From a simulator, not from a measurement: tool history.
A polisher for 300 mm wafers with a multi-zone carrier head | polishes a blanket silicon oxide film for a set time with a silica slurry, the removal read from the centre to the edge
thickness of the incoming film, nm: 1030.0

run  hour  flow of slurry (ml/min)  pressure of the head's centre zone  pressure of the head's middle zone  pressure of the head's edge zone  abrasive content of the slurry  polishing time (s)  film removed at the wafer's centre (nm)  film removed at mid-radius (nm)  film removed at the wafer's edge (nm)
  1     0                      240                                   1                                   1                                 1                               1                  78                                   142.56                           146.39                                 140.35
  2   1.5                      255                                1.04                                1.05                              1.02                            1.15                  78                                   165.36                            165.2                                  159.4
  3   4.1                      255                                0.96                                1.05                              1.02                            1.15                  78                                   150.91                           166.52                                  157.9
  4   7.1                      270                                   1                                1.09                              0.99                             1.2                  78                                   162.72                           173.22                                 157.21
  5  10.8                      280                                1.02                                1.12                              0.98                             1.3                  79                                   177.14                           191.39                                 166.84
  6  11.7                      290                                1.05                                1.14                              0.99                            1.35                  79                                   184.65                           195.71                                 173.36
  7  20.3                      295                                1.07                                1.15                              0.98                             1.4                  79                                   192.12                           200.18                                  177.2
     20.8  -- worn pad replaced by a new one
  8  20.8                      335                                1.12                                1.19                              0.92                             1.5                  80                                   228.81                           233.25                                 189.88

Forecast run 9:
  9  27.2                      315                                1.11                                1.18                              0.92                             1.5                  80                                        ?                                ?                                      ?

{"run 9": {"film removed at the wafer's centre (nm)": 221.98, "film removed at mid-radius (nm)": 232.19, "film removed at the wafer's edge (nm)": 190}}
